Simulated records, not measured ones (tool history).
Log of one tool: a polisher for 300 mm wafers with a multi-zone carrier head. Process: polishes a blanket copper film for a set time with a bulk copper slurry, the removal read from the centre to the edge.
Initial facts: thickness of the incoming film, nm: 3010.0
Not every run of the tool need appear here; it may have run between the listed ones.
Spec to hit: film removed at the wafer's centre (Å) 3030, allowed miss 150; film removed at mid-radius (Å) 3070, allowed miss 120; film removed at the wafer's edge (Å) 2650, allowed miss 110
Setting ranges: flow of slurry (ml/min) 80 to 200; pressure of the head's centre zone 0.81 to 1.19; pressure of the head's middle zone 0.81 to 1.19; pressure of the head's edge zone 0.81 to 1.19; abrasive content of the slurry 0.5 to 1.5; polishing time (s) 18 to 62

| run | hour | flow of slurry (ml/min) | pressure of the head's centre zone | pressure of the head's middle zone | pressure of the head's edge zone | abrasive content of the slurry | polishing time (s) | film removed at the wafer's centre (Å) | film removed at mid-radius (Å) | film removed at the wafer's edge (Å) |
|---|---|---|---|---|---|---|---|---|---|---|
| 1 | 0 | 130 | 1 | 1 | 1 | 1 | 40 | 4819.8 | 4760.3 | 4781.4 |
| 2 | 6.9 | 100 | 1 | 1 | 1 | 1 | 40 | 4465.1 | 4613.7 | 4630.8 |
| 3 | 11.6 | 100 | 1 | 1 | 1 | 1.2 | 40 | 4759.2 | 4698.7 | 4803 |
| 4 | 15.8 | 110 | 1.03 | 1.02 | 0.95 | 1.05 | 34 | 4132.1 | 4101.6 | 3901.1 |
| 5 | 21.9 | 115 | 1.04 | 1.02 | 0.92 | 0.9 | 31 | 3758.1 | 3664.6 | 3446.8 |
| 6 | 30.6 | 115 | 1.04 | 1.03 | 0.89 | 0.8 | 29 | 3374.3 | 3381.4 | 3196.3 |
| 7 | 36.3 | 120 | 1.14 | 1.13 | 0.81 | 0.55 | 23 | 2896.2 | 2831.4 | 2383.8 |
| 8 | 38.7 | 150 | 1.1 | 1.13 | 0.91 | 0.65 | 23 | 2843.9 | 2910.7 | 2530.8 |

Next run, 4 choices. One meets every target within its allowed miss, the rest don't. Which?
| A | 41.1 | 180 | 1.09 | 1.12 | 0.92 | 1.05 | 22 | ? | ? | ? |
| B | 41.1 | 135 | 1.01 | 1.06 | 0.98 | 0.5 | 27 | ? | ? | ? |
| C | 41.1 | 125 | 1.19 | 1.04 | 0.94 | 0.5 | 24 | ? | ? | ? |
| D | 41.1 | 145 | 1.12 | 1.04 | 0.97 | 0.5 | 24 | ? | ? | ? |

| move | film removed at the wafer's centre (Å) | film removed at mid-radius (Å) | film removed at the wafer's edge (Å) |
|---|---|---|---|
| A | 3011.1 | 2960.7 | 2661.1 |
| B | 3022.9 | 3072.2 | 2975.6 |
| C | 3096 | 2658.9 | 2591.7 |
| D | 2993 | 2714.9 | 2655.4 |
A: every result lands within tolerance
B: meets the target for the result that was furthest off, but another lies outside its allowed miss
C: lands further from the targets than the last run did
D: lands further from the targets than the last run did
Go with A: it meets all targets.
